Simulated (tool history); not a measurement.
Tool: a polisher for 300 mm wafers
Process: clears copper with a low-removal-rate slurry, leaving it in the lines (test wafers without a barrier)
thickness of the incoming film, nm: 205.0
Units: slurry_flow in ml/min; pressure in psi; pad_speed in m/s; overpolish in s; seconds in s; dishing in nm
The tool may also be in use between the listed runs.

run  hour  slurry_flow  pressure  pad_speed  slurry_solids  overpolish  seconds  dishing
  1     0          295       2.3       1.16              1          15   67.982   30.728
  2   5.1          365       2.3       1.16              1          15   67.008   32.206
  3   8.7          365       2.3       1.16            0.9          15   68.263   31.746
  4  16.4          365       2.3       1.02            0.9          15   76.579    29.33
  5  22.5          365       2.5       1.04            0.9          13   71.263   28.043
  6  23.4          365       2.7       1.04            0.9          13   65.781   28.859
  7  25.8          365       2.9       1.04            0.9          12   60.264   29.952
  8  32.2          365       2.9       1.04            0.9          12   59.457   30.975
  9  35.9          365         3       1.04            0.9          11   57.985   28.308

Forecast run 10:
 10  37.7          365       3.1       1.04            0.9          11        ?        ?

seconds: 56.01 s
dishing: 28.288 nm

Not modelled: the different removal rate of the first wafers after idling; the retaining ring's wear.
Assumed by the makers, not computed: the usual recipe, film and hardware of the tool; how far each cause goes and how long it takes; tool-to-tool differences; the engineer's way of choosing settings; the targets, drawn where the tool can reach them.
